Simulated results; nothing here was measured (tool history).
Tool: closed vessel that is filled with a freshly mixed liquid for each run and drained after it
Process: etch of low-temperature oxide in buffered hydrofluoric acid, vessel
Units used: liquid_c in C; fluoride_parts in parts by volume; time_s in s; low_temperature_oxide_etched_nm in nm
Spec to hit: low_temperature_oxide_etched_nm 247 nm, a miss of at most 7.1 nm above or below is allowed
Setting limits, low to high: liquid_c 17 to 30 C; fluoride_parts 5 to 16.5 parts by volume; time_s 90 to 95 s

run  hour  liquid_c  fluoride_parts  time_s  low_temperature_oxide_etched_nm
  1     0        22              10      90                           495.06
  2   0.8        21              11      90                           445.46
  3     5      24.5              11      90                           521.53
  4   7.5      24.5              12      90                           490.15
     12.5  -- hydrofluoric acid flow meter replaced
  5  12.5      24.5              15      90                           363.13
  6  17.2      21.5              15      90                            300.2
  7  19.8        21              15      90                           297.89
  8  22.5      20.5              15      90                           290.35
  9  23.9      20.5              15      90                           290.19
 10    28      20.5              15      90                           286.31
 11  30.6        20              15      90                           277.41
 12  38.2      19.5              15      90                           268.64
 13    45      19.5              15      90                           268.88
 14    54        19              15      90                           263.82
 15  56.9      18.5              15      90                           255.39

Which of these 4 next moves meets every target?
  A  59.8      18.5            15.5      95                                ?
  B  59.8      19.5            16.5      90                                ?
  C  59.8      17.5            13.5      90                                ?
  D  59.8        17              15      90                                ?

move  low_temperature_oxide_etched_nm
   A                           260.19
   B                           245.23
   C                           266.77
   D                           233.75
A: the biggest miss grows against the last run
B: every result lands within tolerance
C: the biggest miss grows against the last run
D: carries the result that was furthest off beyond its target, to the other side
B is the move that brings every result within its allowed miss.
